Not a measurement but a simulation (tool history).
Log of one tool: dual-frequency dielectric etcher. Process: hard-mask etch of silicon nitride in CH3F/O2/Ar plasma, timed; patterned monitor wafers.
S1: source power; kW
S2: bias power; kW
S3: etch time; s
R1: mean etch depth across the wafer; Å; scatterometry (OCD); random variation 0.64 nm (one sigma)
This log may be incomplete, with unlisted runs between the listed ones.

| run | hour | S1 | S2 | S3 | R1 |
|---|---|---|---|---|---|
| 1 | 0.0 | 0.290 | 0.068 | 133.0 | 869.13 |
| 2 | 8.8 | 0.290 | 0.068 | 123.0 | 808.09 |
| 3 | 13.4 | 0.300 | 0.072 | 124.0 | 855.08 |
| 4 | 18.2 | 0.310 | 0.074 | 124.5 | 872.29 |
| 5 | 27.1 | 0.320 | 0.077 | 125.0 | 907.11 |
| 6 | 28.4 | 0.350 | 0.077 | 125.0 | 941.50 |
| 7 | 30.0 | 0.360 | 0.079 | 125.5 | 957.32 |

Estimate the outcome of run 8 from the log above:
| 8 | 33.3 | 0.370 | 0.081 | 126.0 | ? |

Run 8 measured R1 985.76 Å.
